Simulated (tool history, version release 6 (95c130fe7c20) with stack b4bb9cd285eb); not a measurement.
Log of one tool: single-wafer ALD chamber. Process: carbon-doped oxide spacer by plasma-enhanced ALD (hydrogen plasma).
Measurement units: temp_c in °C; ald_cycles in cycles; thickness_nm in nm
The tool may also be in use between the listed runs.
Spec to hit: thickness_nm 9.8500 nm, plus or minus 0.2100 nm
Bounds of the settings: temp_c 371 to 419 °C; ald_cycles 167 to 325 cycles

{"run": 1, "hour": 0.0, "temp_c": 395, "ald_cycles": 246, "thickness_nm": 10.765}
{"run": 2, "hour": 1.2, "temp_c": 401, "ald_cycles": 246, "thickness_nm": 10.589}
{"run": 3, "hour": 6.4, "temp_c": 402, "ald_cycles": 242, "thickness_nm": 10.421}
{"run": 4, "hour": 12.6, "temp_c": 402, "ald_cycles": 264, "thickness_nm": 11.35}
{"hour": 15.0, "done": "thermocouple changed; heater temperature recalibrated"}
{"run": 5, "hour": 15.0, "temp_c": 402, "ald_cycles": 279, "thickness_nm": 12.081}
{"run": 6, "hour": 16.1, "temp_c": 402, "ald_cycles": 267, "thickness_nm": 11.593}
{"run": 7, "hour": 18.7, "temp_c": 402, "ald_cycles": 258, "thickness_nm": 11.225}
{"run": 8, "hour": 21.7, "temp_c": 402, "ald_cycles": 251, "thickness_nm": 10.927}
{"run": 9, "hour": 26.2, "temp_c": 402, "ald_cycles": 245, "thickness_nm": 10.568}

5 candidate next runs follow, results not yet known. Just one meets every target within its allowed miss. Identify it.
{"run": "A", "hour": 30.7, "temp_c": 406, "ald_cycles": 255, "thickness_nm": "?"}
{"run": "B", "hour": 30.7, "temp_c": 406, "ald_cycles": 247, "thickness_nm": "?"}
{"run": "C", "hour": 30.7, "temp_c": 408, "ald_cycles": 232, "thickness_nm": "?"}
{"run": "D", "hour": 30.7, "temp_c": 402, "ald_cycles": 216, "thickness_nm": "?"}
{"run": "E", "hour": 30.7, "temp_c": 403, "ald_cycles": 237, "thickness_nm": "?"}

move=A thickness_nm=10.9230
move=B thickness_nm=10.5810
move=C thickness_nm=9.8685
move=D thickness_nm=9.3822
move=E thickness_nm=10.2590
A: moves away from the targets compared with the last run
B: as far off as the last run
C: hits every target within its allowed miss
D: takes the result that was furthest off past its target
E: moves toward the targets from the last run without getting all of them in spec
Move C is the one to make.
